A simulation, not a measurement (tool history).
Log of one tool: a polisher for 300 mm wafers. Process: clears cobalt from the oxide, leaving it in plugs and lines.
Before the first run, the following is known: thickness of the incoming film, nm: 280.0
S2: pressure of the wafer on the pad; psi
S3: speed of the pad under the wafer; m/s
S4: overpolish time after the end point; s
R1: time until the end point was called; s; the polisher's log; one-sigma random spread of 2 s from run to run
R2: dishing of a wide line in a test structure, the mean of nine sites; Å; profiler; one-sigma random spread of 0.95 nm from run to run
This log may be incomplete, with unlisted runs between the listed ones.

Run 1, hour 0.0: flow of slurry (ml/min) 225, S2 2.2 psi, S3 0.86 m/s, S4 25 s. Result: R1 62.398 s, R2 519.34 Å.
Run 2, hour 6.0: flow of slurry (ml/min) 225, S2 2.2 psi, S3 0.86 m/s, S4 18 s. Result: R1 61.941 s, R2 444.92 Å.
Run 3, hour 9.4: flow of slurry (ml/min) 225, S2 1.9 psi, S3 0.82 m/s, S4 21 s. Result: R1 76.592 s, R2 432.71 Å.
Run 4, hour 12.1: flow of slurry (ml/min) 225, S2 1.7 psi, S3 0.82 m/s, S4 25 s. Result: R1 84.046 s, R2 456.44 Å.
Run 5, hour 18.6: flow of slurry (ml/min) 225, S2 2.0 psi, S3 0.82 m/s, S4 25 s. Result: R1 71.165 s, R2 459.89 Å.
Run 6, hour 26.4: flow of slurry (ml/min) 220, S2 1.8 psi, S3 0.80 m/s, S4 29 s. Result: R1 82.344 s, R2 465.06 Å.
Run 7, hour 33.4: flow of slurry (ml/min) 220, S2 1.6 psi, S3 0.80 m/s, S4 32 s. Result: R1 91.824 s, R2 482.60 Å.

Run 8, settings as shown, results not yet in. Your forecast:
Run 8, hour 37.7: flow of slurry (ml/min) 220, S2 1.0 psi, S3 0.78 m/s, S4 36 s. Result: R1 ?, R2 ?.

Run 8 produced R1 143.140 s, R2 414.74 Å.
